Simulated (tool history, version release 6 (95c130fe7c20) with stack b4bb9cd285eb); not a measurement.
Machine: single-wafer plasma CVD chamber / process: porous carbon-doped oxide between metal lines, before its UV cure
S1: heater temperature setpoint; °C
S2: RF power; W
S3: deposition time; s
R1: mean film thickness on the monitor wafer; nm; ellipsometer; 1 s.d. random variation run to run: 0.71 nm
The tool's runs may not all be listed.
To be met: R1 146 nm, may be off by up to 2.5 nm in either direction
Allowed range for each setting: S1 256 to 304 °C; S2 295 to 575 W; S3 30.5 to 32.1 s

run  hour   S1   S2    S3      R1
  1     0  280  435  32.1  162.62
  2     6  284  435  32.1  158.84
  3  13.3  284  485  32.1  174.29
  4  20.1  289  475  32.1  166.43
  5  22.7  289  475  32.1  165.96
  6  23.6  289  475  32.1  163.89
  7    32  293  475  32.1  160.56
  8  34.6  296  470  32.1   156.8
     43.4  -- thermocouple changed; heater temperature recalibrated
  9  43.4  298  465  32.1  157.13
 10  47.7  299  455  32.1   153.7
 11  56.5  300  450  32.1  150.33
 12  62.5  301  450  32.1  151.38

4 next moves are on the table. One of them brings every result within its allowed miss. Which?
  A  68.5  304  465    31   ?
  B  68.5  298  420  31.6   ?
  C  68.5  283  405  32.1   ?
  D  68.5  299  455  32.1   ?

move      R1
   A  145.89
   B  141.34
   C  153.77
   D  153.14
A: all results in spec
B: takes the biggest miss from the last run beyond its target
C: its largest miss is bigger than the last run's
D: its largest miss is bigger than the last run's
Go with A: it meets all targets.
